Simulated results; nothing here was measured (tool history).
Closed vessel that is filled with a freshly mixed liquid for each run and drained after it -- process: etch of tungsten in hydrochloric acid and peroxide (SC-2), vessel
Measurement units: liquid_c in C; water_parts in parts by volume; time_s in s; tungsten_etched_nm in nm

{"run": 1, "day": 0.0, "liquid_c": 60, "water_parts": 9, "time_s": 30, "tungsten_etched_nm": 11.079}
{"run": 2, "day": 0.188, "liquid_c": 57.5, "water_parts": 9, "time_s": 30, "tungsten_etched_nm": 9.2897}
{"run": 3, "day": 0.242, "liquid_c": 57.5, "water_parts": 7.5, "time_s": 30, "tungsten_etched_nm": 10.71}
{"run": 4, "day": 0.517, "liquid_c": 59, "water_parts": 7.5, "time_s": 30, "tungsten_etched_nm": 11.716}
{"run": 5, "day": 0.796, "liquid_c": 60.5, "water_parts": 7.5, "time_s": 30, "tungsten_etched_nm": 13.033}
{"run": 6, "day": 1.008, "liquid_c": 61.5, "water_parts": 7.5, "time_s": 30, "tungsten_etched_nm": 13.735}

Run 7 comes next. What will it give?
{"run": 7, "day": 1.321, "liquid_c": 62, "water_parts": 7.5, "time_s": 30, "tungsten_etched_nm": "?"}

Run 7 produced tungsten_etched_nm 14.118 nm.
